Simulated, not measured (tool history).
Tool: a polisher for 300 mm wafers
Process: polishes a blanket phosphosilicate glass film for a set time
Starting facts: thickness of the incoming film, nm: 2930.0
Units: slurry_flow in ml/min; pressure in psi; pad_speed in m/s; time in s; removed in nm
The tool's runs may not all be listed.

run 1 hour=0.0 | slurry_flow=260 pressure=4.2 pad_speed=0.86 slurry_solids=1.0 time=29 | removed=243.450
run 2 hour=3.1 | slurry_flow=260 pressure=4.9 pad_speed=0.86 slurry_solids=1.0 time=29 | removed=277.960
run 3 hour=5.4 | slurry_flow=260 pressure=4.2 pad_speed=0.76 slurry_solids=1.0 time=29 | removed=217.430
run 4 hour=8.8 | slurry_flow=205 pressure=4.2 pad_speed=0.76 slurry_solids=1.0 time=29 | removed=213.470
run 5 hour=16.6 | slurry_flow=205 pressure=3.7 pad_speed=0.70 slurry_solids=1.0 time=29 | removed=178.560
run 6 hour=18.1 | slurry_flow=205 pressure=3.3 pad_speed=0.66 slurry_solids=1.0 time=29 | removed=153.830
run 7 hour=26.8 | slurry_flow=205 pressure=3.0 pad_speed=0.64 slurry_solids=1.0 time=29 | removed=137.200
run 8 hour=34.6 | slurry_flow=205 pressure=2.8 pad_speed=0.62 slurry_solids=1.0 time=29 | removed=125.350
run 9 hour=40.2 | slurry_flow=200 pressure=1.9 pad_speed=0.58 slurry_solids=1.0 time=29 | removed=84.096

For run 10, what comes out?
run 10 hour=41.2 | slurry_flow=200 pressure=2.0 pad_speed=0.58 slurry_solids=1.0 time=29 | removed=?

removed: 88.313 nm
